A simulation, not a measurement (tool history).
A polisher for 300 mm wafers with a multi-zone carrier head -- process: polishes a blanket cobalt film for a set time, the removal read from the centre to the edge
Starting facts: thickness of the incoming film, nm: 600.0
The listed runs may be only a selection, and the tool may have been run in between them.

run	hour	flow of slurry (ml/min)	pressure of the head's centre zone	pressure of the head's middle zone	pressure of the head's edge zone	polishing time (s)	film removed at the wafer's centre (angstrom)	film removed at mid-radius (angstrom)	film removed at the wafer's edge (angstrom)
1	0.0	235	1.00	1.00	1.00	57	2449.7	2495.5	2443.2
2	6.0	225	0.96	1.00	0.97	52	2112.2	2231.9	2215.7
3	7.4	225	0.88	1.00	0.97	52	1958.8	2259.7	2186.9
4	10.8	225	0.88	1.00	0.90	52	1926.2	2202.9	2089.8
5	18.7	220	0.87	1.01	0.88	49	1810.5	2151.6	1959.4
6	20.0	220	0.87	0.95	0.88	49	1811.6	2013.7	1975.7
7	29.0	215	0.86	0.96	0.86	46	1697.6	1925.1	1828.0
8	30.5	160	0.81	0.99	0.83	36	1196.3	1433.1	1371.8
9	34.3	180	0.81	0.99	0.83	36	1205.1	1490.0	1376.2
10	37.7	200	0.82	0.98	0.84	36	1240.7	1484.0	1412.5
11	44.8	220	0.83	0.99	0.84	36	1274.1	1518.3	1413.9
12	51.9	235	0.83	1.00	0.85	36	1274.4	1554.3	1423.5

What does the tool deliver on the next run?
13	58.7	250	0.83	1.00	0.86	36	?	?	?

{"run 13": {"film removed at the wafer's centre (angstrom)": 1288.0, "film removed at mid-radius (angstrom)": 1550.9, "film removed at the wafer's edge (angstrom)": 1453.8}}
